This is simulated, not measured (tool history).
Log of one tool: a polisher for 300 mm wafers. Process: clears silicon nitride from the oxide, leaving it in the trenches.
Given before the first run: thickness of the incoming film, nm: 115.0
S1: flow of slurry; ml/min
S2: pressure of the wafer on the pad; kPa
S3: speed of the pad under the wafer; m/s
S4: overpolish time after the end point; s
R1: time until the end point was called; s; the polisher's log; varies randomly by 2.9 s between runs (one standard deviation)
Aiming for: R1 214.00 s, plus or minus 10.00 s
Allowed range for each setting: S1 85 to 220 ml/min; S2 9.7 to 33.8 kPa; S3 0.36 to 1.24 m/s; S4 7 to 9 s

run 1 hour=0.0 | S1=140 S2=21.4 S3=0.80 S4=9 | R1=161.17
run 2 hour=2.3 | S1=140 S2=19.3 S3=0.80 S4=9 | R1=173.51
run 3 hour=4.9 | S1=140 S2=19.3 S3=1.00 S4=9 | R1=141.12
run 4 hour=6.7 | S1=140 S2=16.5 S3=0.98 S4=9 | R1=159.60
run 5 hour=9.2 | S1=140 S2=14.5 S3=0.98 S4=9 | R1=168.48
run 6 hour=11.3 | S1=140 S2=17.9 S3=0.98 S4=9 | R1=150.40
run 7 hour=13.0 | S1=140 S2=15.2 S3=0.96 S4=9 | R1=170.12
run 8 hour=15.1 | S1=140 S2=13.1 S3=0.96 S4=9 | R1=187.91

Which single option among these 4 for the next run brings every result within its allowed miss of target? Just one does.
run A hour=17.2 | S1=130 S2=14.5 S3=0.92 S4=9 | R1=?
run B hour=17.2 | S1=135 S2=13.8 S3=0.92 S4=7 | R1=?
run C hour=17.2 | S1=155 S2=13.1 S3=0.92 S4=7 | R1=?
run D hour=17.2 | S1=165 S2=13.1 S3=0.82 S4=7 | R1=?

move=A R1=181.05
move=B R1=185.08
move=C R1=186.88
move=D R1=207.06
A: misses by more than the last run did
B: misses by more than the last run did
C: about the same distance from the targets as the last run
D: hits every target within its allowed miss
The move that meets every target is D.
